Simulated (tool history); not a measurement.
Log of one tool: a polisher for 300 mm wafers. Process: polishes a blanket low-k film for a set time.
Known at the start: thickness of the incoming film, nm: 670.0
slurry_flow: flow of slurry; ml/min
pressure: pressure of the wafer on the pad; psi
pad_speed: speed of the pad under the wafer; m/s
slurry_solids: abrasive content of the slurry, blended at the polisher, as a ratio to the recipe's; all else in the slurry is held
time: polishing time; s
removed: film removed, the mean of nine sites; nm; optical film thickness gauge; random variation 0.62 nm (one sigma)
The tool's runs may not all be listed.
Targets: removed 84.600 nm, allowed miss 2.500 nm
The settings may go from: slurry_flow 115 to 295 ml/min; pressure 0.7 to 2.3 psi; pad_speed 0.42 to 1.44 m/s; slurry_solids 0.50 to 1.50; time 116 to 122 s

run 1 day=0.000 | slurry_flow=190 pressure=1.5 pad_speed=0.92 slurry_solids=1.00 time=116 | removed=41.525
run 2 day=0.371 | slurry_flow=190 pressure=1.5 pad_speed=0.70 slurry_solids=1.00 time=116 | removed=33.426
run 3 day=0.508 | slurry_flow=190 pressure=1.7 pad_speed=0.70 slurry_solids=1.00 time=116 | removed=36.992
run 4 day=0.658 | slurry_flow=190 pressure=1.8 pad_speed=0.74 slurry_solids=1.00 time=116 | removed=41.475
run 5 day=0.979 | slurry_flow=190 pressure=1.9 pad_speed=0.78 slurry_solids=1.00 time=116 | removed=45.309
run 6 day=1.242 | slurry_flow=190 pressure=1.9 pad_speed=0.78 slurry_solids=1.00 time=122 | removed=47.744
run 7 day=1.558 | slurry_flow=190 pressure=1.9 pad_speed=0.82 slurry_solids=1.00 time=122 | removed=49.785
run 8 day=1.888 | slurry_flow=190 pressure=1.9 pad_speed=0.86 slurry_solids=1.00 time=122 | removed=51.232
run 9 day=2.004 | slurry_flow=190 pressure=1.9 pad_speed=0.88 slurry_solids=1.00 time=122 | removed=52.377
run 10 day=2.029 | slurry_flow=215 pressure=2.3 pad_speed=1.14 slurry_solids=1.00 time=122 | removed=77.894
run 11 day=2.167 | slurry_flow=215 pressure=2.3 pad_speed=1.16 slurry_solids=1.00 time=122 | removed=78.761

Which of these 4 next moves meets every target?
run A day=2.304 | slurry_flow=205 pressure=2.3 pad_speed=1.22 slurry_solids=1.30 time=119 | removed=?
run B day=2.304 | slurry_flow=200 pressure=2.3 pad_speed=1.28 slurry_solids=1.15 time=122 | removed=?
run C day=2.304 | slurry_flow=165 pressure=2.2 pad_speed=1.34 slurry_solids=1.05 time=122 | removed=?
run D day=2.304 | slurry_flow=210 pressure=2.2 pad_speed=1.30 slurry_solids=1.00 time=116 | removed=?

move=A removed=90.867
move=B removed=91.093
move=C removed=84.013
move=D removed=78.642
A: takes the result that was furthest off past its target
B: takes the result that was furthest off past its target
C: meets every target
D: as far off as the last run
The right move is C.
